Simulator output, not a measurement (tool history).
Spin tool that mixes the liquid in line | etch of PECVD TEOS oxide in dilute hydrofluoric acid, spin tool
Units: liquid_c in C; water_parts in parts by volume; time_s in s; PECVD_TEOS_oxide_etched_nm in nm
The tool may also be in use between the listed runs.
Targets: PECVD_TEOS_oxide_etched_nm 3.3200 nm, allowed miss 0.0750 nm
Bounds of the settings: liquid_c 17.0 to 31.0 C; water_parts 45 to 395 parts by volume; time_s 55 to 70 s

run  hour  liquid_c  water_parts  time_s  PECVD_TEOS_oxide_etched_nm
  1   0.0      23.0          220      70                      5.4728
  2   6.3      22.0          230      70                      5.0322
  3   9.0      21.5          235      70                      4.7759
  4  16.5      21.0          240      70                      4.5777
  5  22.5      21.0          240      70                      4.5463
  6  28.4      20.5          245      70                      4.3878
  7  32.9      20.0          250      70                      4.1771
  8  34.3      19.5          255      70                      3.9957
  9  36.6      19.0          260      70                      3.8395
 10  37.5      19.0          260      70                      3.8452
 11  46.0      18.5          260      70                      3.7996
 12  49.1      18.5          265      70                      3.6818
 13  54.1      17.5          270      70                      3.4649
 14  61.5      17.5          270      70                      3.4613

Which of these 5 next moves meets every target?
  A  68.9      17.0          240      55                           ?
  B  68.9      17.5          295      70                           ?
  C  68.9      18.5          300      70                           ?
  D  68.9      17.5          290      70                           ?
  E  68.9      17.5          265      65                           ?

move  PECVD_TEOS_oxide_etched_nm
   A                      3.1078
   B                      3.1281
   C                      3.1798
   D                      3.1956
   E                      3.3179
A: takes the result that was furthest off past its target
B: takes the result that was furthest off past its target
C: takes the result that was furthest off past its target
D: takes the result that was furthest off past its target
E: meets every target
The right move is E.
